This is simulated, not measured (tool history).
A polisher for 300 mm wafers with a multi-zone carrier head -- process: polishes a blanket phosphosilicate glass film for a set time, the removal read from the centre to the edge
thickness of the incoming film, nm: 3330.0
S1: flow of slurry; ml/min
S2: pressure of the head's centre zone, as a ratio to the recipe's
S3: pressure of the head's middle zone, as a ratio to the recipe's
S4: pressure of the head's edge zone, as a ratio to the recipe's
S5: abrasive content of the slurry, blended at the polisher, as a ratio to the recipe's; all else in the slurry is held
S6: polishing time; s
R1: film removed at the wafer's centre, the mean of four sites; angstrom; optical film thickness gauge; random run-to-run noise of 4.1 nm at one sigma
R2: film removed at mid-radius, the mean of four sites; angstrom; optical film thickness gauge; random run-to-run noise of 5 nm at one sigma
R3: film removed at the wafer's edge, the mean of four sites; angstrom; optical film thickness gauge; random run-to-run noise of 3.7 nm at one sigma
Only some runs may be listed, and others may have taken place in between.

{"run": 1, "hour": 0.0, "S1": 135, "S2": 1, "S3": 1, "S4": 1, "S5": 1, "S6": 60, "R1": 7603.7, "R2": 7696.3, "R3": 7617.4}
{"run": 2, "hour": 4.9, "S1": 135, "S2": 1, "S3": 1, "S4": 1, "S5": 0.8, "S6": 60, "R1": 6838.1, "R2": 6893.3, "R3": 6808.5}
{"run": 3, "hour": 9.3, "S1": 135, "S2": 1, "S3": 1, "S4": 0.92, "S5": 0.8, "S6": 60, "R1": 6844, "R2": 6729.4, "R3": 6566.2}
{"run": 4, "hour": 18.0, "S1": 130, "S2": 0.99, "S3": 1.03, "S4": 0.89, "S5": 0.7, "S6": 55, "R1": 5736.4, "R2": 5907.7, "R3": 5523.3}
{"run": 5, "hour": 22.0, "S1": 125, "S2": 0.99, "S3": 1.04, "S4": 0.87, "S5": 0.65, "S6": 52, "R1": 4897.1, "R2": 5338.9, "R3": 4817.5}
{"run": 6, "hour": 29.9, "S1": 115, "S2": 1, "S3": 1.04, "S4": 0.85, "S5": 0.6, "S6": 52, "R1": 4762.3, "R2": 4972.3, "R3": 4507.5}
{"run": 7, "hour": 34.9, "S1": 105, "S2": 1, "S3": 1.05, "S4": 0.84, "S5": 0.6, "S6": 52, "R1": 4646.1, "R2": 4950.4, "R3": 4388.2}

Run 8 has not been measured yet. What should we expect?
{"run": 8, "hour": 42.5, "S1": 100, "S2": 0.99, "S3": 1.04, "S4": 0.83, "S5": 0.6, "S6": 52, "R1": "?", "R2": "?", "R3": "?"}

R1: 4596.3 angstrom
R2: 4786.5 angstrom
R3: 4369.4 angstrom
